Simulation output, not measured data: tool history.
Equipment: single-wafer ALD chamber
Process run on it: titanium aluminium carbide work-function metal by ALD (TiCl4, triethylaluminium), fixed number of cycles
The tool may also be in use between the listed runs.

run	hour	heater temperature setpoint (K)	triethylaluminium pulse time (s)	mean film thickness on the monitor wafer (Å)
1	0.0	558.15	12.69	20.519
2	4.0	560.15	12.88	20.641
3	8.8	562.15	13.09	20.927
4	15.4	566.15	13.09	21.214
5	23.4	567.15	13.23	21.361
6	24.8	558.15	13.23	20.597
7	31.0	560.15	13.48	20.766
8	34.6	562.15	13.68	20.874
9	39.4	564.15	13.74	21.218
10	41.5	565.15	13.87	21.213
11	49.9	566.15	13.99	21.403

Expected results for the next run?
12	52.2	567.15	14.10	?

mean film thickness on the monitor wafer (Å): 21.429
